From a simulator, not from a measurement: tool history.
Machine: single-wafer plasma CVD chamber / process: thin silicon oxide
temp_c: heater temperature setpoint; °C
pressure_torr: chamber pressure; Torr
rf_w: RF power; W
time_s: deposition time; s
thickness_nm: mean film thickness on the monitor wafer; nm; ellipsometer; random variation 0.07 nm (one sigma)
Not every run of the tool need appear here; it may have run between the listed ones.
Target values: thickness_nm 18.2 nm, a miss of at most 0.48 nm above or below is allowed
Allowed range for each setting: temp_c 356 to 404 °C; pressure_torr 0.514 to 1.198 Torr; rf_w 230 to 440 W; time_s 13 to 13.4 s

Run 1, hour 0: temp_c 380 °C, pressure_torr 0.856 Torr, rf_w 335 W, time_s 13 s. Result: thickness_nm 23.537 nm.
Run 2, hour 3.9: temp_c 380 °C, pressure_torr 0.856 Torr, rf_w 335 W, time_s 13.4 s. Result: thickness_nm 24.444 nm.
Run 3, hour 10.3: temp_c 380 °C, pressure_torr 0.774 Torr, rf_w 330 W, time_s 13.4 s. Result: thickness_nm 22.212 nm.
Run 4, hour 11.7: temp_c 380 °C, pressure_torr 0.774 Torr, rf_w 375 W, time_s 13.4 s. Result: thickness_nm 23.896 nm.
Run 5, hour 16.5: temp_c 380 °C, pressure_torr 0.871 Torr, rf_w 375 W, time_s 13.4 s. Result: thickness_nm 26.472 nm.
Run 6, hour 18.1: temp_c 380 °C, pressure_torr 0.871 Torr, rf_w 375 W, time_s 13.4 s. Result: thickness_nm 26.3 nm.
Run 7, hour 21.3: temp_c 380 °C, pressure_torr 0.767 Torr, rf_w 370 W, time_s 13.4 s. Result: thickness_nm 23.48 nm.
At hour 26: thermocouple changed; heater temperature recalibrated.
Run 8, hour 26: temp_c 380 °C, pressure_torr 0.697 Torr, rf_w 365 W, time_s 13.4 s. Result: thickness_nm 21.268 nm.
Run 9, hour 27.6: temp_c 380 °C, pressure_torr 0.658 Torr, rf_w 365 W, time_s 13.4 s. Result: thickness_nm 20.152 nm.
Run 10, hour 29.9: temp_c 380 °C, pressure_torr 0.634 Torr, rf_w 365 W, time_s 13.4 s. Result: thickness_nm 19.365 nm.
Run 11, hour 36.1: temp_c 380 °C, pressure_torr 0.634 Torr, rf_w 365 W, time_s 13.4 s. Result: thickness_nm 19.293 nm.
Run 12, hour 44.8: temp_c 380 °C, pressure_torr 0.571 Torr, rf_w 360 W, time_s 13.4 s. Result: thickness_nm 17.15 nm.
Run 13, hour 45.4: temp_c 380 °C, pressure_torr 0.583 Torr, rf_w 360 W, time_s 13.4 s. Result: thickness_nm 17.559 nm.

Of the 4 settings listed for the next run, only one would bring every result within its allowed miss of target. Which one?
Run A, hour 46: temp_c 380 °C, pressure_torr 0.552 Torr, rf_w 375 W, time_s 13.4 s. Result: thickness_nm ?.
Run B, hour 46: temp_c 380 °C, pressure_torr 0.584 Torr, rf_w 355 W, time_s 13 s. Result: thickness_nm ?.
Run C, hour 46: temp_c 362 °C, pressure_torr 0.637 Torr, rf_w 280 W, time_s 13.4 s. Result: thickness_nm ?.
Run D, hour 46: temp_c 379 °C, pressure_torr 0.62 Torr, rf_w 365 W, time_s 13 s. Result: thickness_nm ?.

move  thickness_nm
   A        17.126
   B        17.105
   C        16.738
   D        18.443
A: misses by more than the last run did
B: misses by more than the last run did
C: misses by more than the last run did
D: in spec on every target
Answer: D
